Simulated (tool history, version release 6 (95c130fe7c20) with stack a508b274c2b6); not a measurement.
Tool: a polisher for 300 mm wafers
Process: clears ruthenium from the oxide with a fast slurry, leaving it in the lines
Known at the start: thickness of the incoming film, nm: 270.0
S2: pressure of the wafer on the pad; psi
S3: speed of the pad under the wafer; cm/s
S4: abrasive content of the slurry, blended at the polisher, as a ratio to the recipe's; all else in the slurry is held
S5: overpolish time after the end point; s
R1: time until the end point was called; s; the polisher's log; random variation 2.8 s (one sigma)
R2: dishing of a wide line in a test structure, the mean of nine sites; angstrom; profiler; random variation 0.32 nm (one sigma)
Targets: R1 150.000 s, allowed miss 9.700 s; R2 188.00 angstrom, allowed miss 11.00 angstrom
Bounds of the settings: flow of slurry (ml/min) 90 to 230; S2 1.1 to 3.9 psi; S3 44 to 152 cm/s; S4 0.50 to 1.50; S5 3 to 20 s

run 1 hour=0.0 | flow_of_slurry_(ml/min)=150 S2=2.5 S3=98 S4=1.00 S5=10 | R1=93.982 R2=214.57
run 2 hour=2.4 | flow_of_slurry_(ml/min)=150 S2=2.5 S3=98 S4=0.85 S5=10 | R1=107.490 R2=201.37
run 3 hour=8.5 | flow_of_slurry_(ml/min)=150 S2=2.4 S3=98 S4=0.85 S5=10 | R1=107.190 R2=194.64
run 4 hour=15.7 | flow_of_slurry_(ml/min)=150 S2=2.3 S3=98 S4=0.85 S5=11 | R1=112.410 R2=199.54
run 5 hour=17.9 | flow_of_slurry_(ml/min)=150 S2=2.8 S3=98 S4=0.85 S5=11 | R1=94.136 R2=231.64
run 6 hour=23.9 | flow_of_slurry_(ml/min)=150 S2=2.8 S3=98 S4=1.00 S5=11 | R1=86.473 R2=255.05
run 7 hour=28.6 | flow_of_slurry_(ml/min)=150 S2=2.6 S3=96 S4=1.00 S5=11 | R1=92.071 R2=228.23
run 8 hour=30.6 | flow_of_slurry_(ml/min)=150 S2=2.6 S3=96 S4=1.00 S5=11 | R1=93.294 R2=237.53
run 9 hour=33.8 | flow_of_slurry_(ml/min)=150 S2=2.4 S3=94 S4=1.00 S5=11 | R1=99.427 R2=218.89
run 10 hour=41.9 | flow_of_slurry_(ml/min)=150 S2=2.2 S3=92 S4=1.00 S5=11 | R1=112.560 R2=205.43
run 11 hour=44.1 | flow_of_slurry_(ml/min)=150 S2=2.1 S3=92 S4=1.00 S5=11 | R1=118.260 R2=193.03
run 12 hour=52.1 | flow_of_slurry_(ml/min)=150 S2=2.0 S3=92 S4=1.00 S5=11 | R1=123.870 R2=194.27
run 13 hour=58.8 | flow_of_slurry_(ml/min)=150 S2=1.9 S3=92 S4=1.00 S5=11 | R1=131.700 R2=180.93

4 next moves are on the table. One of them brings every result within its allowed miss. Which?
run A hour=65.5 | flow_of_slurry_(ml/min)=150 S2=2.4 S3=82 S4=1.00 S5=9 | R1=? R2=?
run B hour=65.5 | flow_of_slurry_(ml/min)=150 S2=2.2 S3=82 S4=1.00 S5=10 | R1=? R2=?
run C hour=65.5 | flow_of_slurry_(ml/min)=160 S2=1.7 S3=88 S4=1.00 S5=13 | R1=? R2=?
run D hour=65.5 | flow_of_slurry_(ml/min)=135 S2=2.0 S3=96 S4=1.05 S5=10 | R1=? R2=?

move=A R1=114.980 R2=174.83
move=B R1=125.070 R2=177.68
move=C R1=150.200 R2=188.59
move=D R1=119.010 R2=184.47
A: further off than the last run
B: further off than the last run
C: meets every target
D: further off than the last run
The right move is C.

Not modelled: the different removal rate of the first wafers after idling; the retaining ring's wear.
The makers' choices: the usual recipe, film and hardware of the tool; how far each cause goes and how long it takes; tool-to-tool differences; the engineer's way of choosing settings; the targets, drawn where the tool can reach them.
